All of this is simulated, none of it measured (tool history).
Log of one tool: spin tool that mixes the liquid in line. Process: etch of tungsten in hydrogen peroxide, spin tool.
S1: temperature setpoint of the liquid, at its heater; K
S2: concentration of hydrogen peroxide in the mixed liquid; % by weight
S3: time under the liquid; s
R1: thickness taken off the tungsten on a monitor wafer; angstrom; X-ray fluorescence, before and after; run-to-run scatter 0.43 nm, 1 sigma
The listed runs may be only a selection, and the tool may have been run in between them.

run,hour,S1,S2,S3,R1
1,0,319.15,24,50,647.31
2,5.3,318.65,24,50,613.24
3,6.1,318.65,24,55,686.71
4,11.8,318.65,24,50,620.94
5,14.7,318.65,24,55,691.82
6,18.5,318.65,28,55,743.07

Run 7 comes next. What will it give?
7,25.4,318.65,28,55,?

R1: 739.34 angstrom
